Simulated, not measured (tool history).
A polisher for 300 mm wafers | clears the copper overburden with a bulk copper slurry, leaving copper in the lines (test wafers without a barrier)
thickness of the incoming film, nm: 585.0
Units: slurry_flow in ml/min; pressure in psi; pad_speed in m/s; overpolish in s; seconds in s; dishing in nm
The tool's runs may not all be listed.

run	hour	slurry_flow	pressure	pad_speed	slurry_solids	overpolish	seconds	dishing
1	0.0	165	1.9	0.94	1.0	19	113.68	49.742
2	0.9	165	1.6	0.90	1.0	16	139.93	38.731
3	2.1	165	1.6	0.68	1.0	16	171.03	32.493
4	6.8	160	1.5	0.68	1.0	14	182.07	26.756
5	10.2	150	1.4	0.68	1.0	14	195.04	26.271
6	18.0	150	1.6	0.68	1.0	14	173.64	29.150
7	25.4	145	1.5	0.68	1.0	14	185.08	27.368
8	29.2	140	1.4	0.68	1.0	14	200.30	25.456
9	30.2	135	1.3	0.68	1.0	14	213.81	23.714
10	37.1	130	1.3	0.68	1.0	14	218.43	24.276
11	44.1	125	1.3	0.68	1.0	13	216.71	21.950
12	47.6	120	1.3	0.68	1.0	13	220.66	22.250
13	55.1	115	1.3	0.68	1.0	13	218.85	21.699
14	61.7	110	1.3	0.68	1.0	13	223.84	21.869

Run 15 comes next. What will it give?
15	70.5	105	1.3	0.68	1.0	13	?	?

{"run 15": {"seconds": 225.37, "dishing": 21.816}}
